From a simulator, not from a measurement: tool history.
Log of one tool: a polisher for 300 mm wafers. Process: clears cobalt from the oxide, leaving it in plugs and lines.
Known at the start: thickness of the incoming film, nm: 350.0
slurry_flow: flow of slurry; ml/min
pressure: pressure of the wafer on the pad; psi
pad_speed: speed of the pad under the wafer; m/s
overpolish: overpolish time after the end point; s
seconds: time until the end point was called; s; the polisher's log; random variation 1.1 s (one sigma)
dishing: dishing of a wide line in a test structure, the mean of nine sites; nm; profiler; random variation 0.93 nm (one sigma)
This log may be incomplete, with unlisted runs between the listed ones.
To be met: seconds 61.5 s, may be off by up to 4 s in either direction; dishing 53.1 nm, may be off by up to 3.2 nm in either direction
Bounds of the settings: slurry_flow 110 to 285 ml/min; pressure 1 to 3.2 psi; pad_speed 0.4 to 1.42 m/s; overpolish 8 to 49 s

Run 1, hour 0: slurry_flow 180 ml/min, pressure 2.1 psi, pad_speed 0.9 m/s, overpolish 25 s. Result: seconds 74.711 s, dishing 59.797 nm.
Run 2, hour 2.7: slurry_flow 180 ml/min, pressure 2.1 psi, pad_speed 0.98 m/s, overpolish 25 s. Result: seconds 71.249 s, dishing 59.591 nm.
Run 3, hour 6.5: slurry_flow 180 ml/min, pressure 2.1 psi, pad_speed 0.98 m/s, overpolish 24 s. Result: seconds 72.325 s, dishing 57.188 nm.
Run 4, hour 7.2: slurry_flow 180 ml/min, pressure 2.1 psi, pad_speed 1 m/s, overpolish 23 s. Result: seconds 70.235 s, dishing 56.067 nm.
Run 5, hour 14.7: slurry_flow 180 ml/min, pressure 1.9 psi, pad_speed 1 m/s, overpolish 23 s. Result: seconds 76.89 s, dishing 55.724 nm.
Run 6, hour 19.5: slurry_flow 180 ml/min, pressure 2 psi, pad_speed 1 m/s, overpolish 22 s. Result: seconds 74.019 s, dishing 55.594 nm.
Run 7, hour 27.2: slurry_flow 180 ml/min, pressure 2 psi, pad_speed 1 m/s, overpolish 21 s. Result: seconds 73.346 s, dishing 56.48 nm.
Run 8, hour 29.8: slurry_flow 180 ml/min, pressure 2.4 psi, pad_speed 1.02 m/s, overpolish 11 s. Result: seconds 59.598 s, dishing 42.387 nm.
Run 9, hour 35.7: slurry_flow 180 ml/min, pressure 2.4 psi, pad_speed 1.02 m/s, overpolish 12 s. Result: seconds 58.508 s, dishing 42.868 nm.
Run 10, hour 39.2: slurry_flow 180 ml/min, pressure 2.4 psi, pad_speed 1.02 m/s, overpolish 12 s. Result: seconds 60.015 s, dishing 44.491 nm.
Run 11, hour 40.2: slurry_flow 180 ml/min, pressure 2.4 psi, pad_speed 1.02 m/s, overpolish 13 s. Result: seconds 60.37 s, dishing 45.814 nm.
Run 12, hour 47.6: slurry_flow 180 ml/min, pressure 2.4 psi, pad_speed 1.02 m/s, overpolish 14 s. Result: seconds 63.146 s, dishing 49.307 nm.

5 candidate next runs follow, results not yet known. Just one meets every target within its allowed miss. Identify it.
Run A, hour 55: slurry_flow 190 ml/min, pressure 2.6 psi, pad_speed 1.02 m/s, overpolish 22 s. Result: seconds ?, dishing ?.
Run B, hour 55: slurry_flow 175 ml/min, pressure 2 psi, pad_speed 1 m/s, overpolish 17 s. Result: seconds ?, dishing ?.
Run C, hour 55: slurry_flow 185 ml/min, pressure 2.3 psi, pad_speed 1.02 m/s, overpolish 13 s. Result: seconds ?, dishing ?.
Run D, hour 55: slurry_flow 175 ml/min, pressure 2.5 psi, pad_speed 0.94 m/s, overpolish 17 s. Result: seconds ?, dishing ?.
Run E, hour 55: slurry_flow 210 ml/min, pressure 2.9 psi, pad_speed 0.94 m/s, overpolish 11 s. Result: seconds ?, dishing ?.

move  seconds  dishing
   A   55.459   61.921
   B   73.596   48.029
   C   62.667   45.025
   D   62.923   52.272
   E   53.428   44.786
A: takes the result that was furthest off past its target
B: misses by more than the last run did
C: misses by more than the last run did
D: every result lands within tolerance
E: misses by more than the last run did
Move D is the one to make.
